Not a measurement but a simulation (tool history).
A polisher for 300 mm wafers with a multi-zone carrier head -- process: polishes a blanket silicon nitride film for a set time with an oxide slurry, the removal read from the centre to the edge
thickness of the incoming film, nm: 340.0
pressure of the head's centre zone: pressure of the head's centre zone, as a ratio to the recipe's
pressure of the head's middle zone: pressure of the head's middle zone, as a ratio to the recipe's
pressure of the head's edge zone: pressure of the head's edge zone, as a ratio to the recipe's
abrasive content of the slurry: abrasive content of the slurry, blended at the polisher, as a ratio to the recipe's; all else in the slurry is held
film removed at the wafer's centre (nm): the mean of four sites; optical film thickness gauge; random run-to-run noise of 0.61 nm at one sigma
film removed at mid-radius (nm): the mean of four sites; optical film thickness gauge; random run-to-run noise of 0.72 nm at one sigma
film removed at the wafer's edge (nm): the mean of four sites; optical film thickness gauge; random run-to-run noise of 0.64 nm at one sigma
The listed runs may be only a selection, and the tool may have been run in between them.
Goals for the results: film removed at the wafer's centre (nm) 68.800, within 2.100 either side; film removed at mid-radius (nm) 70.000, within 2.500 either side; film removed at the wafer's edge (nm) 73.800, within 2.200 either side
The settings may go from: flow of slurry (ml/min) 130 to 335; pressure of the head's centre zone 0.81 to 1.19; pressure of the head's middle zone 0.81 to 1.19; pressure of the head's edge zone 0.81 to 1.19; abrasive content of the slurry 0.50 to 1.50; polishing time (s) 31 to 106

| run | day | flow of slurry (ml/min) | pressure of the head's centre zone | pressure of the head's middle zone | pressure of the head's edge zone | abrasive content of the slurry | polishing time (s) | film removed at the wafer's centre (nm) | film removed at mid-radius (nm) | film removed at the wafer's edge (nm) |
|---|---|---|---|---|---|---|---|---|---|---|
| 1 | 0.000 | 215 | 1.00 | 1.00 | 1.00 | 1.00 | 68 | 50.210 | 48.646 | 51.118 |
| 2 | 0.071 | 215 | 1.00 | 1.00 | 1.00 | 1.00 | 62 | 46.194 | 45.018 | 46.710 |
| 3 | 0.246 | 215 | 1.00 | 1.00 | 1.00 | 1.00 | 77 | 56.559 | 56.127 | 57.640 |
| 4 | 0.304 | 225 | 1.00 | 1.01 | 1.04 | 1.05 | 77 | 57.894 | 58.104 | 60.135 |
| 5 | 0.471 | 225 | 1.00 | 1.01 | 1.07 | 1.05 | 77 | 59.227 | 58.951 | 60.842 |
| 6 | 0.762 | 225 | 0.93 | 1.01 | 1.07 | 1.05 | 77 | 54.700 | 58.210 | 61.076 |
| 7 | 0.796 | 230 | 0.94 | 1.01 | 1.09 | 1.10 | 77 | 56.709 | 60.880 | 63.439 |
| 8 | 1.017 | 235 | 0.95 | 1.01 | 1.11 | 1.15 | 77 | 59.268 | 61.362 | 65.757 |
| 9 | 1.183 | 245 | 0.96 | 1.02 | 1.13 | 1.20 | 77 | 61.270 | 63.739 | 67.497 |
| 10 | 1.433 | 250 | 0.97 | 1.03 | 1.14 | 1.25 | 77 | 63.489 | 66.498 | 69.849 |
| 11 | 1.608 | 255 | 0.98 | 1.03 | 1.15 | 1.25 | 77 | 64.691 | 67.280 | 70.205 |
| 12 | 1.733 | 260 | 0.98 | 1.03 | 1.16 | 1.25 | 77 | 63.927 | 66.211 | 69.594 |

Exactly one of the 4 candidate moves below puts every result within its allowed miss. Which one?
| A | 1.858 | 310 | 1.06 | 0.93 | 1.19 | 1.35 | 73 | ? | ? | ? |
| B | 1.858 | 240 | 1.09 | 1.03 | 1.18 | 1.40 | 70 | ? | ? | ? |
| C | 1.858 | 235 | 1.00 | 1.05 | 1.19 | 1.45 | 75 | ? | ? | ? |
| D | 1.858 | 330 | 1.08 | 1.04 | 1.15 | 0.85 | 90 | ? | ? | ? |

| move | film removed at the wafer's centre (nm) | film removed at mid-radius (nm) | film removed at the wafer's edge (nm) |
|---|---|---|---|
| A | 70.707 | 61.267 | 69.602 |
| B | 68.943 | 63.424 | 66.287 |
| C | 68.607 | 70.014 | 72.159 |
| D | 66.652 | 62.180 | 63.481 |
A: puts the biggest miss on target and leaves a different result outside tolerance
B: puts the biggest miss on target and leaves a different result outside tolerance
C: all results in spec
D: the biggest miss grows against the last run
Correct choice: C, which meets every target
